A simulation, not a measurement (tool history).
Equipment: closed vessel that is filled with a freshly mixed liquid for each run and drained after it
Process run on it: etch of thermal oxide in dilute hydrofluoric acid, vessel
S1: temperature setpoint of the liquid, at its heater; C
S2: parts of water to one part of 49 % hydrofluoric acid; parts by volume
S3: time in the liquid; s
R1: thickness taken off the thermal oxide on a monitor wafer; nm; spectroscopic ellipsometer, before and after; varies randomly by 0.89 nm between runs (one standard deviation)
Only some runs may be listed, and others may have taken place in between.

Run 1, hour 0: S1 22 C, S2 140 parts by volume, S3 2200 s. Result: R1 59.625 nm.
Run 2, hour 2: S1 24 C, S2 130 parts by volume, S3 2200 s. Result: R1 70.148 nm.
Run 3, hour 5.6: S1 24 C, S2 90 parts by volume, S3 2200 s. Result: R1 105.71 nm.
Run 4, hour 13.3: S1 24 C, S2 55 parts by volume, S3 2200 s. Result: R1 181.49 nm.
Run 5, hour 19.7: S1 22.5 C, S2 60 parts by volume, S3 2200 s. Result: R1 156.43 nm.
Run 6, hour 28.3: S1 22.5 C, S2 105 parts by volume, S3 2200 s. Result: R1 84.228 nm.
Run 7, hour 36.3: S1 24 C, S2 105 parts by volume, S3 2200 s. Result: R1 90.713 nm.

Run 8 has not been measured yet. What should we expect?
Run 8, hour 37.4: S1 25 C, S2 100 parts by volume, S3 2200 s. Result: R1 ?.

{"run 8": {"R1": 98.869}}
